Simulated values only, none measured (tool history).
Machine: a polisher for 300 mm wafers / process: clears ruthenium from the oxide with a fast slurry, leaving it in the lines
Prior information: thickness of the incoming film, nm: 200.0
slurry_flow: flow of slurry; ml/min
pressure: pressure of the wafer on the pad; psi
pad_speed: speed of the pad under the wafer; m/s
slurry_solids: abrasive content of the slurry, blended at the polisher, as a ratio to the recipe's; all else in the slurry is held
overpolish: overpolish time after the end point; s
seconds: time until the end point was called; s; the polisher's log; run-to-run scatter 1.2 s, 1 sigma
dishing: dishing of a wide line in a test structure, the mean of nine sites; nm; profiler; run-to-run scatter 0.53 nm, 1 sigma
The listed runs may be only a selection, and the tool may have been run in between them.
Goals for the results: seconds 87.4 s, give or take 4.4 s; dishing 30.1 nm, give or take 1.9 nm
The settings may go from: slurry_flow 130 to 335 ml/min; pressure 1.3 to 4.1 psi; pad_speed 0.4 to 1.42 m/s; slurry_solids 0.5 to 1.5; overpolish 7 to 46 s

{"run": 1, "hour": 0.0, "slurry_flow": 215, "pressure": 2.7, "pad_speed": 0.9, "slurry_solids": 1, "overpolish": 24, "seconds": 69.199, "dishing": 48.375}
{"run": 2, "hour": 7.1, "slurry_flow": 235, "pressure": 2.7, "pad_speed": 0.9, "slurry_solids": 1, "overpolish": 24, "seconds": 68.37, "dishing": 48.939}
{"run": 3, "hour": 10.7, "slurry_flow": 235, "pressure": 2.5, "pad_speed": 0.9, "slurry_solids": 1, "overpolish": 21, "seconds": 74.474, "dishing": 40.989}
{"run": 4, "hour": 17.7, "slurry_flow": 235, "pressure": 2.4, "pad_speed": 0.9, "slurry_solids": 1, "overpolish": 20, "seconds": 79.696, "dishing": 39.417}
{"run": 5, "hour": 24.5, "slurry_flow": 235, "pressure": 2.4, "pad_speed": 0.9, "slurry_solids": 1, "overpolish": 18, "seconds": 78.633, "dishing": 36.898}
{"run": 6, "hour": 25.8, "slurry_flow": 235, "pressure": 3, "pad_speed": 0.9, "slurry_solids": 1, "overpolish": 18, "seconds": 63.288, "dishing": 44.022}
{"run": 7, "hour": 29.0, "slurry_flow": 235, "pressure": 3, "pad_speed": 0.9, "slurry_solids": 1, "overpolish": 18, "seconds": 62.666, "dishing": 43.096}
{"run": 8, "hour": 37.8, "slurry_flow": 235, "pressure": 2.8, "pad_speed": 0.9, "slurry_solids": 1, "overpolish": 17, "seconds": 65.567, "dishing": 39.046}
{"run": 9, "hour": 41.9, "slurry_flow": 235, "pressure": 2.1, "pad_speed": 0.86, "slurry_solids": 1, "overpolish": 17, "seconds": 92.552, "dishing": 29.396}

Exactly one of the 4 candidate moves below puts every result within its allowed miss. Which one?
{"run": "A", "hour": 46.0, "slurry_flow": 210, "pressure": 2, "pad_speed": 0.86, "slurry_solids": 1.2, "overpolish": 16, "seconds": "?", "dishing": "?"}
{"run": "B", "hour": 46.0, "slurry_flow": 285, "pressure": 2.5, "pad_speed": 0.62, "slurry_solids": 1.05, "overpolish": 19, "seconds": "?", "dishing": "?"}
{"run": "C", "hour": 46.0, "slurry_flow": 205, "pressure": 1.4, "pad_speed": 1.18, "slurry_solids": 1, "overpolish": 19, "seconds": "?", "dishing": "?"}
{"run": "D", "hour": 46.0, "slurry_flow": 260, "pressure": 1.8, "pad_speed": 0.92, "slurry_solids": 1, "overpolish": 18, "seconds": "?", "dishing": "?"}

move=A seconds=87.158 dishing=29.498
move=B seconds=101.3 dishing=30.03
move=C seconds=100.54 dishing=30.218
move=D seconds=98.758 dishing=29.322
A: all results land within tolerance of their targets
B: the biggest miss grows against the last run
C: the biggest miss grows against the last run
D: the biggest miss grows against the last run
The move that meets every target is A.
